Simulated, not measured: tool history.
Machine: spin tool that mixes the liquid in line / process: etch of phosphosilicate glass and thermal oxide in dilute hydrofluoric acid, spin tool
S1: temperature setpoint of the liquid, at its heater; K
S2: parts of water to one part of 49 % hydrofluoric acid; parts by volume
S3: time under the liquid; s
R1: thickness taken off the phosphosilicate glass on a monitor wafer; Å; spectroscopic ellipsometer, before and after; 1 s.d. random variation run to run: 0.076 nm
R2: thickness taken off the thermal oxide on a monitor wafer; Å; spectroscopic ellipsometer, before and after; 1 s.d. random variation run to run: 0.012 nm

run 1 hour=0 | S1=298.15 S2=260 S3=30 | R1=157.42 R2=4.0778
run 2 hour=6.1 | S1=297.15 S2=260 S3=30 | R1=147.95 R2=3.6266
run 3 hour=7 | S1=297.15 S2=335 S3=30 | R1=109.18 R2=2.9485
run 4 hour=12.7 | S1=296.65 S2=340 S3=30 | R1=104.88 R2=2.8292
-- hour=17.9 thermometer replaced
run 5 hour=17.9 | S1=296.15 S2=345 S3=30 | R1=108.56 R2=2.875
run 6 hour=25.5 | S1=296.15 S2=300 S3=30 | R1=129 R2=3.3201
run 7 hour=31.4 | S1=296.15 S2=315 S3=30 | R1=119.6 R2=3.3349
run 8 hour=38.4 | S1=296.65 S2=330 S3=30 | R1=113.34 R2=3.0629
run 9 hour=45.8 | S1=296.15 S2=340 S3=30 | R1=109.07 R2=3.0807
run 10 hour=51.7 | S1=296.65 S2=350 S3=30 | R1=107.39 R2=2.7558
run 11 hour=60.2 | S1=296.15 S2=360 S3=30 | R1=100.51 R2=2.6148

Run 12 has not been measured yet. What should we expect?
run 12 hour=66.5 | S1=295.65 S2=365 S3=30 | R1=? R2=?

Run 12 measured R1 100.16 Å, R2 2.4719 Å.
